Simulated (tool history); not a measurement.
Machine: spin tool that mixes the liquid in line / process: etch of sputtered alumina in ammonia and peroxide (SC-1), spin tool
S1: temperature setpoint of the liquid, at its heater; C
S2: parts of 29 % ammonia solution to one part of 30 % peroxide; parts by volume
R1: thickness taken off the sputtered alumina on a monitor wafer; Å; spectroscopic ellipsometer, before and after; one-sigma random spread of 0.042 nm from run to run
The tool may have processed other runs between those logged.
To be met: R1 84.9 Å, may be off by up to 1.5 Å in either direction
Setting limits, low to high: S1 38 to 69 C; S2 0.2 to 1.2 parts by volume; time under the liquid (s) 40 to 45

run 1 day=0 | S1=53 S2=0.85 time_under_the_liquid_(s)=45 | R1=48.841
run 2 day=0.062 | S1=56.5 S2=0.85 time_under_the_liquid_(s)=45 | R1=58.371
run 3 day=0.408 | S1=59 S2=0.85 time_under_the_liquid_(s)=45 | R1=67.415
run 4 day=0.704 | S1=60.5 S2=0.85 time_under_the_liquid_(s)=45 | R1=72.926
run 5 day=0.888 | S1=60.5 S2=1.1 time_under_the_liquid_(s)=45 | R1=74.215
run 6 day=1.058 | S1=61.5 S2=1.1 time_under_the_liquid_(s)=45 | R1=78.682
run 7 day=1.108 | S1=62 S2=1.1 time_under_the_liquid_(s)=45 | R1=79.708
run 8 day=1.333 | S1=62.5 S2=1.1 time_under_the_liquid_(s)=45 | R1=81.497

Below are 4 possible settings for the next run. Only one of them brings all results inside the allowed miss of their targets. Which is it?
run A day=1.558 | S1=63 S2=1.2 time_under_the_liquid_(s)=45 | R1=?
run B day=1.558 | S1=67 S2=0.9 time_under_the_liquid_(s)=40 | R1=?
run C day=1.558 | S1=64 S2=1.1 time_under_the_liquid_(s)=45 | R1=?
run D day=1.558 | S1=61.5 S2=1.05 time_under_the_liquid_(s)=45 | R1=?

move=A R1=85.336
move=B R1=90.021
move=C R1=88.985
move=D R1=78.118
A: each result inside its tolerance
B: takes the biggest miss from the last run beyond its target
C: takes the biggest miss from the last run beyond its target
D: the biggest miss grows against the last run
A meets every target.

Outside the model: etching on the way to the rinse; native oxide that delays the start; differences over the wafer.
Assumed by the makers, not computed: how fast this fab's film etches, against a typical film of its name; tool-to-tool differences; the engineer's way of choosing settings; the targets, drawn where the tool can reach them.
